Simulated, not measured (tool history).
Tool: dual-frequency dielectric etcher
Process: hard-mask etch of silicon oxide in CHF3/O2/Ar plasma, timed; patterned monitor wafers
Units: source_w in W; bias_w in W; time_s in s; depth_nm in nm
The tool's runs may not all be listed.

run    day  source_w  bias_w  time_s  depth_nm
  1  0.000       710     199    14.0    29.751
  2  0.175       770     201    14.0    31.218
  3  0.242       800     202    14.0    31.738
  4  0.550       830     203    14.0    32.326
  5  0.717       830     203    14.0    32.467
  6  0.862       720     203    14.0    30.108
  7  1.188       770     204    14.0    31.245
  8  1.212       800     205    14.0    31.884
  9  1.550       830     206    14.0    32.516
 10  1.646       850     207    14.0    32.946

The next listed run, before its measurement:
 11  1.800       870     207    14.0         ?

Run 11 gave depth_nm 33.455 nm.
